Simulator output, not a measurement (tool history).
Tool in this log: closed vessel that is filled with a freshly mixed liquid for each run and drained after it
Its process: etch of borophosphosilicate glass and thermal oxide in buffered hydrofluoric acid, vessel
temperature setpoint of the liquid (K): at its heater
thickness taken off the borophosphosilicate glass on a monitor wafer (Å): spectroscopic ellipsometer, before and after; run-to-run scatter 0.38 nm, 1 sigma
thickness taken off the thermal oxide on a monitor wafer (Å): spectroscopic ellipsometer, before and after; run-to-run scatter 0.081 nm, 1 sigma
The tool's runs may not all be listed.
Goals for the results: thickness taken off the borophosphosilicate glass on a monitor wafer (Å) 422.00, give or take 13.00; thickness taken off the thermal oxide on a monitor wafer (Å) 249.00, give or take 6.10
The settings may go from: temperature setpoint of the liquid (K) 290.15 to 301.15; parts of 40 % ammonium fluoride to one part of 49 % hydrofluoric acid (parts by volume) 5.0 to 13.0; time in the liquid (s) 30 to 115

run,hour,temperature setpoint of the liquid (K),parts of 40 % ammonium fluoride to one part of 49 % hydrofluoric acid (parts by volume),time in the liquid (s),thickness taken off the borophosphosilicate glass on a monitor wafer (Å),thickness taken off the thermal oxide on a monitor wafer (Å)
1,0.0,293.15,8.0,60,1058.60,629.39
2,5.0,292.65,9.0,60,908.31,539.81
3,11.0,292.65,8.0,60,1042.50,612.43
4,15.6,292.65,7.0,60,1209.30,703.34
5,16.9,292.15,8.0,60,1020.60,597.96
6,18.6,291.65,9.0,60,853.53,512.91
7,26.2,291.65,9.5,60,822.30,492.57
8,33.9,290.15,12.0,45,468.68,274.60
9,42.8,290.15,12.5,45,446.87,264.62

Below are 4 possible settings for the next run. Only one of them brings all results inside the allowed miss of their targets. Which is it?
A,51.7,291.65,10.0,35,?,?
B,51.7,294.15,11.0,30,?,?
C,51.7,291.15,12.0,40,?,?
D,51.7,290.15,9.5,35,?,?

move,thickness taken off the borophosphosilicate glass on a monitor wafer (Å),thickness taken off the thermal oxide on a monitor wafer (Å)
A,468.40,280.42
B,419.86,252.02
C,435.06,260.75
D,445.04,265.98
A: lands further from the targets than the last run did
B: every result lands within tolerance
C: moves toward the targets from the last run without getting all of them in spec
D: lands further from the targets than the last run did
Correct choice: B, which meets every target
